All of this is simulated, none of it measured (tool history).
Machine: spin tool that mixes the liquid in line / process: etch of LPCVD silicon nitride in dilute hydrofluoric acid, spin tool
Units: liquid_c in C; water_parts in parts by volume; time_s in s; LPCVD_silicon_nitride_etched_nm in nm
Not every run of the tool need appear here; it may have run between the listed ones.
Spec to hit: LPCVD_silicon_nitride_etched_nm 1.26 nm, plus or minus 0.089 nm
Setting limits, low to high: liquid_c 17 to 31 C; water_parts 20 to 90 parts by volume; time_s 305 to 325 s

| run | hour | liquid_c | water_parts | time_s | LPCVD_silicon_nitride_etched_nm |
|---|---|---|---|---|---|
| 1 | 0 | 23 | 50 | 305 | 2.8199 |
| 2 | 0.9 | 23 | 50 | 305 | 2.8716 |
| 3 | 8.8 | 25 | 50 | 305 | 3.3879 |
| 4 | 15.8 | 25 | 35 | 305 | 4.4893 |
| 5 | 18.6 | 23 | 45 | 305 | 3.1559 |
| 6 | 20.3 | 23 | 45 | 325 | 3.3968 |
| 7 | 26.5 | 19 | 65 | 310 | 1.6384 |
| 8 | 34.1 | 18.5 | 65 | 310 | 1.6704 |
| 9 | 41.3 | 18 | 70 | 310 | 1.4778 |
| 10 | 44.7 | 18 | 70 | 310 | 1.3992 |
| 11 | 50.3 | 17.5 | 70 | 310 | 1.404 |

Consider the 5 candidate settings below. Which is the only one whose results all fall within their allowed miss of target?
| A | 55.9 | 18.5 | 70 | 305 | ? |
| B | 55.9 | 17.5 | 75 | 325 | ? |
| C | 55.9 | 17 | 60 | 305 | ? |
| D | 55.9 | 17 | 80 | 325 | ? |
| E | 55.9 | 20 | 85 | 325 | ? |

| move | LPCVD_silicon_nitride_etched_nm |
|---|---|
| A | 1.4719 |
| B | 1.3677 |
| C | 1.5386 |
| D | 1.2404 |
| E | 1.4399 |
A: moves away from the targets compared with the last run
B: gains on the last run, yet a result remains outside its allowed miss
C: moves away from the targets compared with the last run
D: all results land within tolerance of their targets
E: moves away from the targets compared with the last run
Answer: D
